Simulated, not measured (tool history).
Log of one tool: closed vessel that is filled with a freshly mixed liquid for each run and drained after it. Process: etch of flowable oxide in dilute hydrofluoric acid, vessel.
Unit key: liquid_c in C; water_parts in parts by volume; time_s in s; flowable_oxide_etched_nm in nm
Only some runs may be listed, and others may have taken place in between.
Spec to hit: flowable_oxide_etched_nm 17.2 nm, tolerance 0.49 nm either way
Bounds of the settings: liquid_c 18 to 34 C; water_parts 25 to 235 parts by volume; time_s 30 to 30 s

run,day,liquid_c,water_parts,time_s,flowable_oxide_etched_nm
1,0,26,130,30,6.7424
2,0.15,28,110,30,8.8022
3,0.429,28,110,30,8.7625
4,0.721,28,110,30,8.8765
5,1.008,29.5,100,30,10.285
6,1.117,29.5,100,30,10.201
7,1.358,30.5,90,30,11.89
8,1.45,30.5,90,30,12.14
9,1.625,31.5,85,30,13.423
10,1.925,32,80,30,14.424
11,2.1,32.5,80,30,14.592
12,2.267,33,75,30,16.241

Below are 5 possible settings for the next run. Only one of them brings all results inside the allowed miss of their targets. Which is it?
A,2.433,31.5,80,30,?
B,2.433,27.5,65,30,?
C,2.433,34,80,30,?
D,2.433,32.5,70,30,?
E,2.433,33.5,85,30,?

move,flowable_oxide_etched_nm
A,14.138
B,15.242
C,15.517
D,17.039
E,14.225
A: its largest miss is bigger than the last run's
B: its largest miss is bigger than the last run's
C: its largest miss is bigger than the last run's
D: every result within its allowed miss
E: its largest miss is bigger than the last run's
Move D is the one to make.
